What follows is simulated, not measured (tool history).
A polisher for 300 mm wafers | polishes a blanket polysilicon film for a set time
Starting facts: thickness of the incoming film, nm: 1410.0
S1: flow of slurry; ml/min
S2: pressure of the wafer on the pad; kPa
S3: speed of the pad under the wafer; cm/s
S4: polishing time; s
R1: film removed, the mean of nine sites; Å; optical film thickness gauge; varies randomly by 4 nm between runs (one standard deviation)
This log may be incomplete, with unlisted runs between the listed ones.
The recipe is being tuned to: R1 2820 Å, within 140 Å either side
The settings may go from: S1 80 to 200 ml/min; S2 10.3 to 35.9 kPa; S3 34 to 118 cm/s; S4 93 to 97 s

run	hour	S1	S2	S3	S4	R1
1	0	130	22.8	76	93	5964.8
2	5.7	130	20	72	93	4820.6
3	11.9	130	17.9	72	93	4400.6
4	16.9	130	17.9	84	93	5023.3
5	18.1	130	15.9	80	93	4442.3
6	26.9	130	14.5	76	93	3872.4
7	33.8	130	13.8	74	93	3593.2
8	38.6	130	13.1	74	93	3360.7
9	43.9	130	12.4	74	93	3250.3
10	48.1	130	11.7	74	93	3072.7

Which of these 5 next moves meets every target?
A	52.3	160	15.2	58	97	?
B	52.3	150	10.3	68	93	?
C	52.3	130	11	66	94	?
D	52.3	95	13.8	72	94	?
E	52.3	130	10.3	76	93	?

move	R1
A	3254.1
B	2508.8
C	2564.5
D	3279.7
E	2737.5
A: the biggest miss grows against the last run
B: the result that was furthest off in the last run now lies on the other side of its target
C: the result that was furthest off in the last run now lies on the other side of its target
D: the biggest miss grows against the last run
E: in spec on every target
Answer: E

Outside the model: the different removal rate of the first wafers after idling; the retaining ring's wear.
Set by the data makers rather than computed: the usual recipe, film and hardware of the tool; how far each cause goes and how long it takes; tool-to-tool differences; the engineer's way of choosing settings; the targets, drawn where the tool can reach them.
